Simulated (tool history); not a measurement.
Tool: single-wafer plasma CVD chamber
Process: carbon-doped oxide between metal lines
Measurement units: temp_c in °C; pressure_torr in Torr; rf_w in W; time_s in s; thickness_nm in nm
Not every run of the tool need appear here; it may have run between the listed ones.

run,hour,temp_c,pressure_torr,rf_w,time_s,thickness_nm
1,0,370,4.48,465,21.7,105.5
2,2.6,370,4.48,440,21.7,101.23
3,4.3,372,4.25,415,21.7,96.03
4,5.4,373,4,400,21.7,92.693
5,10.2,374,3.78,390,21.7,88.786
6,16,374,3.32,390,21.7,88.703

Run 7 is up next; what results do you expect?
7,17.9,375,3.22,385,21.7,?

thickness_nm: 87.3 nm

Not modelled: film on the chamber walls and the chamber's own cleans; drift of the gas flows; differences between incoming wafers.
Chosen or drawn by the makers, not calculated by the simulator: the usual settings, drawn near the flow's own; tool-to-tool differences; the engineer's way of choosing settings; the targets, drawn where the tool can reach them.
